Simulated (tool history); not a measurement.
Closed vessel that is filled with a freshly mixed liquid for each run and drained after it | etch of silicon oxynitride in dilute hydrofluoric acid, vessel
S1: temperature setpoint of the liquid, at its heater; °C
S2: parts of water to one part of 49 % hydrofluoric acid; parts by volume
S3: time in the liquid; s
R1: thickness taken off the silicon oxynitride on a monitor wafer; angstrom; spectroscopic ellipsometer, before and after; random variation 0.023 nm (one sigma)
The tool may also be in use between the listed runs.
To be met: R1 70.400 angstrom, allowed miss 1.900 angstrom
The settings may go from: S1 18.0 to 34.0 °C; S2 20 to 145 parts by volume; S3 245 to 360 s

run  hour    S1  S2   S3       R1
  1   0.0  26.0  80  360  125.470
  2   3.3  26.0  80  360  125.480
  3   5.2  26.0  80  360  126.020
  4   8.5  26.0  80  245   85.761
  5  15.9  25.5  80  245   83.453
  6  25.4  25.5  80  360  123.090
  7  32.5  25.0  85  360  112.770
  8  34.0  24.5  90  360  103.880
     40.9  -- hydrofluoric acid flow meter replaced
  9  40.9  24.0  90  360   92.207
 10  48.1  23.5  90  360   90.241
 11  56.8  23.0  90  360   87.824

Which of these 4 next moves meets every target?
  A  65.5  24.5  105  295   ?
  B  65.5  22.5   90  320   ?
  C  65.5  25.0  120  340   ?
  D  65.5  24.0   95  290   ?

move      R1
   A  65.401
   B  76.195
   C  66.659
   D  69.991
A: takes the result that was furthest off past its target
B: nearer than the last run, and not there yet
C: takes the result that was furthest off past its target
D: meets every target
The right move is D.
